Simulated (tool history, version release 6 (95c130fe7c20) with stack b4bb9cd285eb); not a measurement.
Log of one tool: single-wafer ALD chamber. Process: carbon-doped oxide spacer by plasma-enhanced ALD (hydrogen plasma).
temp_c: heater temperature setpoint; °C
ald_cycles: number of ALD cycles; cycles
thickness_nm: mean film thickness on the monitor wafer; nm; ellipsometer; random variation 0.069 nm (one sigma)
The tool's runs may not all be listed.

{"run": 1, "hour": 0.0, "temp_c": 420, "ald_cycles": 227, "thickness_nm": 10.68}
{"run": 2, "hour": 7.7, "temp_c": 418, "ald_cycles": 230, "thickness_nm": 10.864}
{"run": 3, "hour": 14.4, "temp_c": 409, "ald_cycles": 230, "thickness_nm": 11.291}
{"run": 4, "hour": 20.8, "temp_c": 409, "ald_cycles": 219, "thickness_nm": 10.785}
{"run": 5, "hour": 21.6, "temp_c": 409, "ald_cycles": 202, "thickness_nm": 9.8302}
{"run": 6, "hour": 29.7, "temp_c": 407, "ald_cycles": 208, "thickness_nm": 10.325}
{"run": 7, "hour": 32.0, "temp_c": 405, "ald_cycles": 212, "thickness_nm": 10.501}
{"run": 8, "hour": 33.1, "temp_c": 404, "ald_cycles": 216, "thickness_nm": 10.798}

Run 9 comes next. What will it give?
{"run": 9, "hour": 42.0, "temp_c": 404, "ald_cycles": 216, "thickness_nm": "?"}

{"run 9": {"thickness_nm": 10.736}}
